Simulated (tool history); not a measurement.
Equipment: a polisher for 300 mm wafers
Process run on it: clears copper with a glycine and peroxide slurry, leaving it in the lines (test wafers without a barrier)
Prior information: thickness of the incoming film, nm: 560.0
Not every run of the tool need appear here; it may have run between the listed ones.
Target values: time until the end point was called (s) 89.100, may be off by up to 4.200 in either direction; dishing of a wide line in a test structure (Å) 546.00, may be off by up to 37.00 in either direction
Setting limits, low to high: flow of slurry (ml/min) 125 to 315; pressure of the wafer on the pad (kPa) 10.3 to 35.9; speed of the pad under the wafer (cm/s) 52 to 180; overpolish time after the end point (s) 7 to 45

run  hour  flow of slurry (ml/min)  pressure of the wafer on the pad (kPa)  speed of the pad under the wafer (cm/s)  overpolish time after the end point (s)  time until the end point was called (s)  dishing of a wide line in a test structure (Å)
  1   0.0                      205                                    22.8                                      116                                       23                                   72.043                                          850.66
  2   2.7                      205                                    22.8                                      116                                       17                                   70.321                                          716.45
  3   6.9                      205                                    21.4                                      116                                       16                                   77.704                                          650.59
  4  10.6                      255                                    21.4                                      116                                       16                                   72.572                                          658.91
  5  15.9                      210                                    21.4                                      116                                       16                                   76.940                                          652.15
     18.3  -- slurry nozzle cleaned
  6  18.3                      205                                    20.7                                      116                                       16                                   72.519                                          695.20
  7  20.6                      205                                    20.0                                      112                                       15                                   76.813                                          599.52
  8  24.2                      205                                    19.3                                      110                                       16                                   80.824                                          637.14
  9  26.6                      205                                    16.5                                      110                                       12                                   94.094                                          425.29
 10  31.5                      205                                    17.2                                      108                                       13                                   91.217                                          490.25

Which one of the following 5 next-run settings gets every result inside its allowed miss? There is exactly one.
  A  36.4                      245                                    15.2                                      122                                       15                                        ?                                               ?
  B  36.4                      220                                    17.2                                       88                                       13                                        ?                                               ?
  C  36.4                      195                                    15.2                                      106                                       14                                        ?                                               ?
  D  36.4                      205                                    16.5                                      102                                       13                                        ?                                               ?
  E  36.4                      240                                    13.8                                      116                                       17                                        ?                                               ?

move  time until the end point was called (s)  dishing of a wide line in a test structure (Å)
   A                                   87.282                                          534.54
   B                                   99.277                                          437.72
   C                                   98.743                                          461.71
   D                                   93.876                                          455.75
   E                                   97.812                                          535.93
A: all results in spec
B: moves away from the targets compared with the last run
C: moves away from the targets compared with the last run
D: moves away from the targets compared with the last run
E: brings the result that was furthest off to its target, and leaves another outside
A meets every target.

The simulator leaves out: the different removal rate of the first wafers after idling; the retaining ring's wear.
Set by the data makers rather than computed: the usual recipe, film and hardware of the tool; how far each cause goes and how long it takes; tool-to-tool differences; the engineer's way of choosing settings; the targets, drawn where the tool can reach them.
